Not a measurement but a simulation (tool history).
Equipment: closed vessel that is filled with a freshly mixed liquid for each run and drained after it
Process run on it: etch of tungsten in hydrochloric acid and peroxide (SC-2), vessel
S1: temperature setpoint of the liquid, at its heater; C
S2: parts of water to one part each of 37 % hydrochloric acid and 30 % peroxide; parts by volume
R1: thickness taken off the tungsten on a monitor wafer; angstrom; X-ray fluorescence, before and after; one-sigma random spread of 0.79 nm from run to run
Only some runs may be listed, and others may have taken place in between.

Run 1, hour 0: S1 48 C, S2 10 parts by volume, time in the liquid (s) 650. Result: R1 604.99 angstrom.
Run 2, hour 2.5: S1 48 C, S2 11.5 parts by volume, time in the liquid (s) 650. Result: R1 537.65 angstrom.
Run 3, hour 8.8: S1 50.5 C, S2 11.5 parts by volume, time in the liquid (s) 650. Result: R1 640.82 angstrom.
Run 4, hour 15: S1 52.5 C, S2 11.5 parts by volume, time in the liquid (s) 650. Result: R1 734.01 angstrom.
Run 5, hour 20.2: S1 52.5 C, S2 9 parts by volume, time in the liquid (s) 650. Result: R1 893.36 angstrom.
Run 6, hour 23.5: S1 52.5 C, S2 11 parts by volume, time in the liquid (s) 650. Result: R1 766.36 angstrom.
Run 7, hour 29.1: S1 60 C, S2 11 parts by volume, time in the liquid (s) 650. Result: R1 1218.2 angstrom.

Forecast run 8:
Run 8, hour 36.6: S1 59.5 C, S2 11 parts by volume, time in the liquid (s) 650. Result: R1 ?.

{"run 8": {"R1": 1191.3}}

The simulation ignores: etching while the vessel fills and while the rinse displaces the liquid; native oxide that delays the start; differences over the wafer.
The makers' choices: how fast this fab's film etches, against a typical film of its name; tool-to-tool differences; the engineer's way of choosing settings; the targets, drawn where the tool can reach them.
